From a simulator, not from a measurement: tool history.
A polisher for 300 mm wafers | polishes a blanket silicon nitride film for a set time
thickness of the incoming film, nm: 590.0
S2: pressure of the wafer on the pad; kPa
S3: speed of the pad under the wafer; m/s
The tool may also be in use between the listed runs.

{"run": 1, "hour": 0.0, "flow of slurry (ml/min)": 230, "S2": 25.5, "S3": 0.94, "polishing time (s)": 93, "film removed (Å)": 1686.1}
{"run": 2, "hour": 8.6, "flow of slurry (ml/min)": 230, "S2": 24.8, "S3": 0.94, "polishing time (s)": 93, "film removed (Å)": 1672.7}
{"run": 3, "hour": 17.1, "flow of slurry (ml/min)": 230, "S2": 24.8, "S3": 0.94, "polishing time (s)": 93, "film removed (Å)": 1631.3}
{"run": 4, "hour": 19.2, "flow of slurry (ml/min)": 230, "S2": 24.8, "S3": 0.94, "polishing time (s)": 98, "film removed (Å)": 1743.0}
{"run": 5, "hour": 28.3, "flow of slurry (ml/min)": 230, "S2": 24.8, "S3": 1.04, "polishing time (s)": 98, "film removed (Å)": 1924.1}
{"run": 6, "hour": 30.1, "flow of slurry (ml/min)": 230, "S2": 24.8, "S3": 1.04, "polishing time (s)": 98, "film removed (Å)": 1883.7}

Forecast run 7:
{"run": 7, "hour": 34.7, "flow of slurry (ml/min)": 230, "S2": 23.4, "S3": 1.04, "polishing time (s)": 98, "film removed (Å)": "?"}

Run 7 gave film removed (Å) 1786.9.
